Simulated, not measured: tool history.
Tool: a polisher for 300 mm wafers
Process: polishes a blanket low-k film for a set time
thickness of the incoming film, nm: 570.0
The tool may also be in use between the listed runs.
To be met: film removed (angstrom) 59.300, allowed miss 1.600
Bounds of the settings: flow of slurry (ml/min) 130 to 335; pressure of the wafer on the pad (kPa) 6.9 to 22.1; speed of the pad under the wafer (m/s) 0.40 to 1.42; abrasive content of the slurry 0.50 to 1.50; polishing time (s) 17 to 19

run,day,flow of slurry (ml/min),pressure of the wafer on the pad (kPa),speed of the pad under the wafer (m/s),abrasive content of the slurry,polishing time (s),film removed (angstrom)
1,0.000,215,14.5,0.90,1.00,19,79.006
2,0.050,175,14.5,0.90,1.00,19,78.132
3,0.425,175,14.5,0.90,1.00,17,68.835
4,0.675,175,14.5,0.90,0.90,17,65.116
5,0.833,175,14.5,0.76,0.90,17,57.216
# day 1.112: head pressure recalibrated
6,1.112,175,15.9,0.76,0.90,17,62.591
7,1.400,170,15.9,0.76,0.90,17,62.258
8,1.554,165,15.9,0.76,0.90,17,62.553

Which of these 5 next moves meets every target?
A,1.708,150,15.2,0.84,0.80,18,?
B,1.708,130,14.5,0.90,0.85,19,?
C,1.708,130,12.4,0.90,1.10,18,?
D,1.708,170,20.7,0.60,0.80,17,?
E,1.708,240,13.8,0.70,1.00,19,?

move,film removed (angstrom)
A,63.557
B,69.083
C,68.113
D,59.180
E,66.868
A: further off than the last run
B: further off than the last run
C: further off than the last run
D: meets every target
E: further off than the last run
Move D is the one to make.

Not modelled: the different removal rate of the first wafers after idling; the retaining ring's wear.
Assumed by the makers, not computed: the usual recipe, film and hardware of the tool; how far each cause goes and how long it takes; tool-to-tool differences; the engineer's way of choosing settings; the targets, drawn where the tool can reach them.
